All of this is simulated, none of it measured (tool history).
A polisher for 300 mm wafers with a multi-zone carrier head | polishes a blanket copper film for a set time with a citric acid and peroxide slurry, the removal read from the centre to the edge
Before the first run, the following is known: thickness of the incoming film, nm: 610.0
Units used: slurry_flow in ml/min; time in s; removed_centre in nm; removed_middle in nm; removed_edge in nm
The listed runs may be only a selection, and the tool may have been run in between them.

run 1 hour=0 | slurry_flow=285 centre_zone=1 middle_zone=1 edge_zone=1 slurry_solids=1 time=60 | removed_centre=186.08 removed_middle=191.01 removed_edge=187.28
run 2 hour=6 | slurry_flow=285 centre_zone=1 middle_zone=1.08 edge_zone=1 slurry_solids=1 time=60 | removed_centre=188.54 removed_middle=203.75 removed_edge=187.93
run 3 hour=8.1 | slurry_flow=285 centre_zone=1 middle_zone=1.08 edge_zone=1.04 slurry_solids=1 time=60 | removed_centre=184.07 removed_middle=198.75 removed_edge=192.95
run 4 hour=11.8 | slurry_flow=285 centre_zone=1 middle_zone=1.08 edge_zone=1.12 slurry_solids=1 time=60 | removed_centre=186.6 removed_middle=199.04 removed_edge=201.05
-- hour=19.2 slurry nozzle cleaned
run 5 hour=19.2 | slurry_flow=320 centre_zone=1 middle_zone=1.08 edge_zone=1.12 slurry_solids=1 time=60 | removed_centre=205.35 removed_middle=208.52 removed_edge=203.45
run 6 hour=22.3 | slurry_flow=315 centre_zone=0.99 middle_zone=1.08 edge_zone=1.14 slurry_solids=1.1 time=61 | removed_centre=212.11 removed_middle=218.85 removed_edge=221.57
run 7 hour=30.7 | slurry_flow=320 centre_zone=0.98 middle_zone=1.09 edge_zone=1.15 slurry_solids=1.1 time=61 | removed_centre=205.11 removed_middle=219.94 removed_edge=223.9

Run 8 is up next; what results do you expect?
run 8 hour=38.6 | slurry_flow=330 centre_zone=0.98 middle_zone=1.09 edge_zone=1.16 slurry_solids=1.1 time=61 | removed_centre=? removed_middle=? removed_edge=?

removed_centre: 207.64 nm
removed_middle: 222.61 nm
removed_edge: 222.89 nm

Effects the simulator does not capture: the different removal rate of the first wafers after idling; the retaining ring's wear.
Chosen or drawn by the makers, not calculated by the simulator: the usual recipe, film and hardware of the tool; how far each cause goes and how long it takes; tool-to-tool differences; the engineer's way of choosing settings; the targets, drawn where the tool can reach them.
